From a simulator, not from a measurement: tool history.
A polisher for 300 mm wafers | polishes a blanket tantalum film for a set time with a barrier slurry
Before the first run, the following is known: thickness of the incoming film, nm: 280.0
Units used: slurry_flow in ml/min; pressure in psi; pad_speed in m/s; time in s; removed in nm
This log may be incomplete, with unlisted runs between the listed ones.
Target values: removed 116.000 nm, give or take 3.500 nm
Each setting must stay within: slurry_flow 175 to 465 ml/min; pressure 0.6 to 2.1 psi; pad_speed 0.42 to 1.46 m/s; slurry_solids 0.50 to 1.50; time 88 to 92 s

run	hour	slurry_flow	pressure	pad_speed	slurry_solids	time	removed
1	0.0	295	1.3	0.94	1.00	88	95.085
2	5.5	300	1.4	0.94	1.00	88	102.320
3	8.8	300	1.5	0.94	1.00	88	104.930
4	9.3	300	1.5	0.72	1.00	88	81.753
5	12.4	300	1.2	0.72	1.00	88	71.792
6	15.0	300	1.2	0.72	1.20	88	73.479
7	19.6	300	1.3	0.72	1.20	88	78.373
8	25.4	300	1.4	0.72	1.20	88	83.707
9	32.1	300	1.5	0.72	1.20	88	84.381
10	35.8	300	1.6	0.72	1.20	88	91.790
11	39.6	300	1.7	0.72	1.20	88	92.986
12	42.5	300	1.8	0.72	1.20	88	97.476
13	45.2	305	2.0	0.74	1.20	88	107.750

Exactly one of the 5 candidate moves below puts every result within its allowed miss. Which one?
A	47.9	310	2.0	0.66	1.20	88	?
B	47.9	365	2.0	0.64	1.20	88	?
C	47.9	270	2.1	0.64	1.15	88	?
D	47.9	320	1.9	0.82	1.25	88	?
E	47.9	215	2.1	0.66	1.50	92	?

move	removed
A	97.762
B	96.075
C	96.374
D	117.350
E	107.800
A: further off than the last run
B: further off than the last run
C: further off than the last run
D: meets every target
E: roughly where the last run was
Correct choice: D, which meets every target

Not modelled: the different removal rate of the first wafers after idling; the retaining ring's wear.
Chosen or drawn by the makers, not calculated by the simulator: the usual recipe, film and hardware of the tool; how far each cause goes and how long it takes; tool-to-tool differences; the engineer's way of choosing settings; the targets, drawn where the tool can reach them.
